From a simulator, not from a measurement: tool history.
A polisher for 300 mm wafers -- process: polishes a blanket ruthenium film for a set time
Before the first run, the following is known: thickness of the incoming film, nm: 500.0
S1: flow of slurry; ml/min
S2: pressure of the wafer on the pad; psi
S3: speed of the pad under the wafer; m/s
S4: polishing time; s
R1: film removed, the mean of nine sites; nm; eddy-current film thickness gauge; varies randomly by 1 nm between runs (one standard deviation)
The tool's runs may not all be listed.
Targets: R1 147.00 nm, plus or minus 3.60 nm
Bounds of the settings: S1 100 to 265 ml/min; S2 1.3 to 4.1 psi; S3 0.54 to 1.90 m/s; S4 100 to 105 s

| run | hour | S1 | S2 | S3 | S4 | R1 |
|---|---|---|---|---|---|---|
| 1 | 0.0 | 170 | 2.7 | 1.22 | 100 | 205.73 |
| 2 | 3.3 | 170 | 2.7 | 0.92 | 100 | 157.55 |
| 3 | 5.5 | 165 | 2.7 | 0.92 | 100 | 154.54 |
| 4 | 10.9 | 165 | 2.7 | 0.66 | 100 | 113.77 |
| 5 | 15.0 | 165 | 2.7 | 0.66 | 100 | 114.85 |
| 6 | 22.9 | 180 | 2.8 | 0.66 | 100 | 118.35 |
| 7 | 31.9 | 180 | 3.0 | 0.66 | 100 | 128.20 |
| 8 | 38.7 | 180 | 3.1 | 0.66 | 100 | 128.92 |
| 9 | 45.7 | 180 | 3.2 | 0.66 | 100 | 137.33 |
| 10 | 51.8 | 215 | 3.3 | 0.66 | 100 | 140.54 |

Exercise: of the 5 proposed moves below, exactly one satisfies all targets within the stated allowed misses. Which move is it?
| A | 57.9 | 245 | 3.3 | 0.60 | 100 | ? |
| B | 57.9 | 215 | 3.2 | 0.64 | 105 | ? |
| C | 57.9 | 230 | 3.5 | 0.58 | 101 | ? |
| D | 57.9 | 205 | 2.8 | 0.82 | 100 | ? |
| E | 57.9 | 255 | 3.2 | 0.64 | 100 | ? |

| move | R1 |
|---|---|
| A | 129.70 |
| B | 138.70 |
| C | 133.59 |
| D | 146.12 |
| E | 134.25 |
A: misses by more than the last run did
B: misses by more than the last run did
C: misses by more than the last run did
D: all results land within tolerance of their targets
E: misses by more than the last run did
So the answer is move D, the one that meets all the targets.
